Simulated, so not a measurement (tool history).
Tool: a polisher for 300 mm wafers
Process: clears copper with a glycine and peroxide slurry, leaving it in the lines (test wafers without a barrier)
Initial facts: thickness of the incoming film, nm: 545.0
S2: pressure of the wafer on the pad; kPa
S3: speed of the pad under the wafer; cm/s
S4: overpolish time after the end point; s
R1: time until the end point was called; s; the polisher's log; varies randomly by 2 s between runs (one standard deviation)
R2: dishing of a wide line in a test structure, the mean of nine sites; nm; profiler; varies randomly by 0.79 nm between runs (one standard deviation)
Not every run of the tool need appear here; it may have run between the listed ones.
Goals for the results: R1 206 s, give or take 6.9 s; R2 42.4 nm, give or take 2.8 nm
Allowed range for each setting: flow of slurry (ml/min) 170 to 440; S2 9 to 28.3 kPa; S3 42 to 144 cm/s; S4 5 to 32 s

Run 1, hour 0: flow of slurry (ml/min) 280, S2 18.6 kPa, S3 92 cm/s, S4 16 s. Result: R1 121.63 s, R2 49.368 nm.
Run 2, hour 1.4: flow of slurry (ml/min) 280, S2 17.2 kPa, S3 90 cm/s, S4 17 s. Result: R1 129.91 s, R2 51.123 nm.
Run 3, hour 1.9: flow of slurry (ml/min) 325, S2 17.2 kPa, S3 90 cm/s, S4 17 s. Result: R1 128.21 s, R2 53.048 nm.
Run 4, hour 5.7: flow of slurry (ml/min) 325, S2 20.7 kPa, S3 90 cm/s, S4 17 s. Result: R1 117.13 s, R2 56.292 nm.
Run 5, hour 6.8: flow of slurry (ml/min) 325, S2 19.3 kPa, S3 86 cm/s, S4 17 s. Result: R1 126.59 s, R2 51.315 nm.
Run 6, hour 15.5: flow of slurry (ml/min) 325, S2 17.9 kPa, S3 84 cm/s, S4 17 s. Result: R1 134.58 s, R2 49.97 nm.
Run 7, hour 17.8: flow of slurry (ml/min) 325, S2 16.5 kPa, S3 82 cm/s, S4 17 s. Result: R1 141.78 s, R2 47.246 nm.
Run 8, hour 25.5: flow of slurry (ml/min) 325, S2 16.5 kPa, S3 82 cm/s, S4 17 s. Result: R1 140.26 s, R2 46.155 nm.
Run 9, hour 27.1: flow of slurry (ml/min) 325, S2 15.9 kPa, S3 80 cm/s, S4 18 s. Result: R1 147 s, R2 47.764 nm.
Run 10, hour 35.5: flow of slurry (ml/min) 315, S2 11 kPa, S3 74 cm/s, S4 21 s. Result: R1 179.35 s, R2 46.225 nm.
Run 11, hour 39.6: flow of slurry (ml/min) 315, S2 11 kPa, S3 72 cm/s, S4 21 s. Result: R1 184.43 s, R2 45.68 nm.
Run 12, hour 46.9: flow of slurry (ml/min) 315, S2 9.7 kPa, S3 68 cm/s, S4 21 s. Result: R1 197.46 s, R2 41.604 nm.

Which one of the following 5 next-run settings gets every result inside its allowed miss? There is exactly one.
Run A, hour 54.2: flow of slurry (ml/min) 315, S2 12.4 kPa, S3 68 cm/s, S4 20 s. Result: R1 ?, R2 ?.
Run B, hour 54.2: flow of slurry (ml/min) 325, S2 10.3 kPa, S3 72 cm/s, S4 20 s. Result: R1 ?, R2 ?.
Run C, hour 54.2: flow of slurry (ml/min) 325, S2 9.7 kPa, S3 64 cm/s, S4 22 s. Result: R1 ?, R2 ?.
Run D, hour 54.2: flow of slurry (ml/min) 340, S2 9.7 kPa, S3 78 cm/s, S4 18 s. Result: R1 ?, R2 ?.
Run E, hour 54.2: flow of slurry (ml/min) 305, S2 13.8 kPa, S3 60 cm/s, S4 23 s. Result: R1 ?, R2 ?.

move      R1      R2
   A  182.77  42.847
   B  186.16  41.992
   C  206.28  41.843
   D  179.05  39.471
   E  192.75  46.486
A: lands further from the targets than the last run did
B: lands further from the targets than the last run did
C: in spec on every target
D: lands further from the targets than the last run did
E: lands further from the targets than the last run did
C is the move that brings every result within its allowed miss.

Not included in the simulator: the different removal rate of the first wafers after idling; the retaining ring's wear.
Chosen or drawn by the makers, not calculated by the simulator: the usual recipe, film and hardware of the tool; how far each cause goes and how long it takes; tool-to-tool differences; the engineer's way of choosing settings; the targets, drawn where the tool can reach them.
